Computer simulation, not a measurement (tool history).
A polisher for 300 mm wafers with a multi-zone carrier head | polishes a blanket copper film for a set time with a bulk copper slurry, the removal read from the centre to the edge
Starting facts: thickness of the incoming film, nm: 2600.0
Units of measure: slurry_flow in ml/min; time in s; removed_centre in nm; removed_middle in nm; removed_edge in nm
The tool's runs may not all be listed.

run  hour  slurry_flow  centre_zone  middle_zone  edge_zone  slurry_solids  time  removed_centre  removed_middle  removed_edge
  1     0          230            1            1          1              1    80          843.23          893.36        849.67
  2   3.7          230            1            1       0.97              1    80          847.29          870.54        817.44
  3  12.2          225         0.99         0.99       0.96              1    80          838.24          842.17         834.3
  4  13.3          225         0.99         0.99       1.04              1    80          841.23          866.09        861.95
  5  18.3          225         0.99         0.99       1.01           0.95    80          841.32          885.72        855.43
  6  25.4          225         0.99         0.99       0.99           0.95    79          827.87          816.39        835.33
  7  26.4          225         0.99            1       0.97           0.95    78          817.16          847.22        795.09
  8  34.8          220         0.99            1       0.96           0.95    78          815.28          824.74        802.55
  9  37.1          220         0.99            1       0.94           0.95    78          818.74          844.59        802.91
 10  39.4          225         0.99            1       0.93           0.95    77          805.03           860.2        782.35

Estimate the outcome of run 11 from the log above:
 11  48.4          220         0.99         0.99       0.92           0.95    77               ?               ?             ?

removed_centre: 809.33 nm
removed_middle: 852.36 nm
removed_edge: 770.69 nm
